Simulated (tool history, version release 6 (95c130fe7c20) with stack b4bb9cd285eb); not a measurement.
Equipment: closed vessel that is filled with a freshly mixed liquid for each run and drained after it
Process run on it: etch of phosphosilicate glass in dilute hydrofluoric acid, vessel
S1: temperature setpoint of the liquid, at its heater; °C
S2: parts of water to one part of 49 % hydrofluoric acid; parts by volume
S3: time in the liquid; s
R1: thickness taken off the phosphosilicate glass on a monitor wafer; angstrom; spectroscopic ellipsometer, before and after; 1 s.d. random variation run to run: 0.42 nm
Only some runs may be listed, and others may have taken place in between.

run 1 hour=0.0 | S1=22.0 S2=180 S3=90 | R1=308.68
run 2 hour=6.9 | S1=23.0 S2=160 S3=90 | R1=369.71
run 3 hour=9.0 | S1=24.0 S2=145 S3=90 | R1=433.36
run 4 hour=11.3 | S1=27.0 S2=145 S3=90 | R1=479.45
run 5 hour=15.1 | S1=27.5 S2=135 S3=90 | R1=535.95
run 6 hour=24.1 | S1=24.0 S2=135 S3=90 | R1=466.41
run 7 hour=29.3 | S1=25.0 S2=125 S3=90 | R1=526.37
-- hour=35.2 hydrofluoric acid flow meter replaced
run 8 hour=35.2 | S1=25.5 S2=120 S3=90 | R1=619.40
run 9 hour=39.8 | S1=26.0 S2=115 S3=90 | R1=658.06
run 10 hour=43.9 | S1=26.5 S2=110 S3=90 | R1=707.25
run 11 hour=51.8 | S1=27.0 S2=110 S3=90 | R1=721.36
run 12 hour=58.5 | S1=27.5 S2=110 S3=90 | R1=737.15
run 13 hour=62.3 | S1=28.0 S2=110 S3=90 | R1=744.08
run 14 hour=70.1 | S1=30.0 S2=85 S3=90 | R1=1094.70

Predict the results of run 15:
run 15 hour=78.4 | S1=30.0 S2=85 S3=90 | R1=?

{"run 15": {"R1": 1073.5}}

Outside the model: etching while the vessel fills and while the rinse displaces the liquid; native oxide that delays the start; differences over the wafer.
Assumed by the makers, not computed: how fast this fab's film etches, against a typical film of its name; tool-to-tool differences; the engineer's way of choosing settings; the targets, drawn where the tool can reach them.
